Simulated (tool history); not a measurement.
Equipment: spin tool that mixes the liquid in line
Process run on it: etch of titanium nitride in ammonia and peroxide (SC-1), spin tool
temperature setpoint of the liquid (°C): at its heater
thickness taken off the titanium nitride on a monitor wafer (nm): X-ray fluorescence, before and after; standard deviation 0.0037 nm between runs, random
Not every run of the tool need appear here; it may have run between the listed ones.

run  hour  temperature setpoint of the liquid (°C)  parts of water to one part of 30 % peroxide (parts by volume)  parts of 29 % ammonia solution to one part of 30 % peroxide (parts by volume)  time under the liquid (s)  thickness taken off the titanium nitride on a monitor wafer (nm)
  1   0.0                                     56.0                                                           19.0                                                                           0.75                         35                                                            2.8898
  2   2.4                                     63.0                                                           19.0                                                                           0.75                         35                                                            4.5762
  3   2.9                                     58.5                                                           19.0                                                                           0.75                         35                                                            3.4210
  4   9.6                                     58.5                                                           12.5                                                                           0.75                         35                                                            4.2769
  5  11.6                                     58.5                                                           12.5                                                                           0.85                         35                                                            4.4014
  6  15.3                                     58.5                                                           16.0                                                                           0.85                         35                                                            3.8499
  7  22.3                                     50.5                                                           16.0                                                                           0.85                         35                                                            2.2495
  8  25.0                                     48.0                                                           16.0                                                                           0.85                         35                                                            1.8808
  9  30.8                                     46.5                                                           16.0                                                                           0.85                         35                                                            1.6767

Run 10 has not been measured yet. What should we expect?
 10  36.3                                     46.5                                                           16.0                                                                           0.85                         35                                                                 ?

{"run 10": {"thickness taken off the titanium nitride on a monitor wafer (nm)": 1.6961}}
